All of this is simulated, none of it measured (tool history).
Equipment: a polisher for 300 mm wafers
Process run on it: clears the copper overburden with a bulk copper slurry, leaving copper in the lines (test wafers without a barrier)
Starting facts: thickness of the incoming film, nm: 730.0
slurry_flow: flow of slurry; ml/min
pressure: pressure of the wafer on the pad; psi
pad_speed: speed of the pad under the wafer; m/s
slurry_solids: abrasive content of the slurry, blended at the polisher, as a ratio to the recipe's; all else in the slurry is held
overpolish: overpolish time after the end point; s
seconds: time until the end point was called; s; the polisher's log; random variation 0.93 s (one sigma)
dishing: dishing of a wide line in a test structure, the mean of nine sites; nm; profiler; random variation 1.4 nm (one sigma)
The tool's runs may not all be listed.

run  hour  slurry_flow  pressure  pad_speed  slurry_solids  overpolish  seconds  dishing
  1   0.0          150       1.9       1.08            1.0          12   105.97   48.889
  2   2.7          150       1.9       1.08            1.0          13   108.71   51.250
  3   8.7          150       1.5       1.08            1.0          13   134.90   43.934
  4   9.3          150       1.5       1.08            0.9          13   138.52   41.430
  5  14.3          150       1.5       1.08            0.7          13   148.55   39.108
  6  16.0          155       1.6       1.08            0.7          14   139.03   45.762
  7  22.7          160       1.7       1.08            0.7          14   128.06   47.484
  8  29.1          170       1.7       1.08            0.7          15   128.04   49.335
  9  36.2          175       1.8       1.08            0.7          16   120.77   56.460
 10  39.6          180       1.8       1.08            0.7          16   121.06   55.521

Run 11 has not been measured yet. What should we expect?
 11  41.6          180       1.9       1.08            0.7          16        ?        ?

Run 11 produced seconds 114.91 s, dishing 58.380 nm.
